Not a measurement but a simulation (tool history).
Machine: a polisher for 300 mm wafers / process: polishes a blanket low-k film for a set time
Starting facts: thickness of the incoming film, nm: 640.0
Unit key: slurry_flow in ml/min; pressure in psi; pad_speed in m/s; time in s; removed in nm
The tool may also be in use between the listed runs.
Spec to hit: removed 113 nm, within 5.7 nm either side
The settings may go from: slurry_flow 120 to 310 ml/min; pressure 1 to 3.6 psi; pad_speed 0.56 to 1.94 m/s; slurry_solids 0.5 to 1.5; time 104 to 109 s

run	hour	slurry_flow	pressure	pad_speed	slurry_solids	time	removed
1	0	200	2.3	1.24	1	104	74.114
2	6.5	200	2.4	1.24	1	104	75.402
3	11.5	200	2.5	1.26	1	104	78.672
4	15.6	215	2.5	1.26	1	104	83.044
5	17.9	215	2.5	1	1	104	65.95
6	23.7	215	2.7	1.02	1	104	72.643
7	29.4	215	3.3	1.14	1	104	93.95
8	33.3	215	3.3	1.16	1	104	94.286
9	41.4	215	3.3	1.18	1	104	101.31
10	42.4	215	3.3	1.18	1	104	98.187
11	50.1	225	3.5	1.2	1	104	105.6

Which one of the following 4 next-run settings gets every result inside its allowed miss? There is exactly one.
A	57.8	260	3.6	1.24	1	104	?
B	57.8	200	3.3	1.32	0.85	104	?
C	57.8	230	3.5	1.18	0.85	104	?
D	57.8	225	3.4	1.12	1.05	105	?

move	removed
A	116.62
B	103.08
C	101.9
D	103.1
A: every result lands within tolerance
B: lands further from the targets than the last run did
C: lands further from the targets than the last run did
D: lands further from the targets than the last run did
A meets every target.

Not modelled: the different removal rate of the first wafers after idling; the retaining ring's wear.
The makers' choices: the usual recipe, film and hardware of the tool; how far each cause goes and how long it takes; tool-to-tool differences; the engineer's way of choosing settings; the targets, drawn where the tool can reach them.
